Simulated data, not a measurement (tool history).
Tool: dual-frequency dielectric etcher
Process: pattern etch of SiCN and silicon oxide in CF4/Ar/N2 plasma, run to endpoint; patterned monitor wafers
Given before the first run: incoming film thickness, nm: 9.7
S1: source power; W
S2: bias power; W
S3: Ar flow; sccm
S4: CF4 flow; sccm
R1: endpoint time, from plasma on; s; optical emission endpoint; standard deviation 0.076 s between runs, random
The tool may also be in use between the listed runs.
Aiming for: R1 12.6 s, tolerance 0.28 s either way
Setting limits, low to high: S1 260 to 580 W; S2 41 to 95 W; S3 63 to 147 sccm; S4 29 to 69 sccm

run 1 hour=0 | S1=420 S2=68 S3=105 S4=49 | R1=13.934
run 2 hour=2.5 | S1=420 S2=57 S3=105 S4=49 | R1=15.165
run 3 hour=11 | S1=420 S2=57 S3=120 S4=49 | R1=15.321
run 4 hour=12.2 | S1=420 S2=57 S3=131 S4=49 | R1=15.546
run 5 hour=19.2 | S1=420 S2=50 S3=131 S4=49 | R1=16.258
-- hour=24.8 source power generator calibrated
run 6 hour=24.8 | S1=450 S2=51 S3=131 S4=49 | R1=15.559
run 7 hour=29.2 | S1=480 S2=52 S3=131 S4=49 | R1=14.707
run 8 hour=33.4 | S1=510 S2=53 S3=131 S4=49 | R1=13.926
run 9 hour=40.6 | S1=530 S2=53 S3=131 S4=49 | R1=13.587
run 10 hour=43.7 | S1=540 S2=53 S3=131 S4=49 | R1=13.244

Of the 4 settings listed for the next run, only one would bring every result within its allowed miss of target. Which one?
run A hour=46.8 | S1=550 S2=51 S3=145 S4=50 | R1=?
run B hour=46.8 | S1=480 S2=57 S3=134 S4=51 | R1=?
run C hour=46.8 | S1=560 S2=53 S3=127 S4=55 | R1=?
run D hour=46.8 | S1=540 S2=52 S3=130 S4=50 | R1=?

move=A R1=13.452
move=B R1=14.196
move=C R1=12.585
move=D R1=13.317
A: lands further from the targets than the last run did
B: lands further from the targets than the last run did
C: hits every target within its allowed miss
D: lands further from the targets than the last run did
C is the move that brings every result within its allowed miss.

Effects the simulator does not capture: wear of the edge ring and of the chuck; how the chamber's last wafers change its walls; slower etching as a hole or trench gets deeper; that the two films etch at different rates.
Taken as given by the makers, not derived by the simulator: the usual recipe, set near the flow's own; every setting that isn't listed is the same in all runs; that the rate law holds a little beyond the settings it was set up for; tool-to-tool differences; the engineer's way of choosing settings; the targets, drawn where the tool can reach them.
